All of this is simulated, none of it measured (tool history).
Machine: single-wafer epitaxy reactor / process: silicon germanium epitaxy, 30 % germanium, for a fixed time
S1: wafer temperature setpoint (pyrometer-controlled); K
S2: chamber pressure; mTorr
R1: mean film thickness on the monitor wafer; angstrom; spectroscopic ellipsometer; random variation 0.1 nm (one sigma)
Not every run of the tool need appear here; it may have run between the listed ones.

run 1 day=0 | S1=853.15 S2=14800 | R1=389.86
run 2 day=0.229 | S1=847.15 S2=14700 | R1=341.23
run 3 day=0.475 | S1=844.15 S2=14600 | R1=319.84
run 4 day=0.567 | S1=844.15 S2=17000 | R1=344.78
run 5 day=0.646 | S1=841.15 S2=16900 | R1=323.87
run 6 day=0.725 | S1=846.15 S2=16900 | R1=357.91
run 7 day=0.812 | S1=842.15 S2=16800 | R1=329.38
run 8 day=1.025 | S1=839.15 S2=16800 | R1=310.24

For run 9, what comes out?
run 9 day=1.125 | S1=837.15 S2=16800 | R1=?

Run 9 yielded R1 295.48 angstrom.
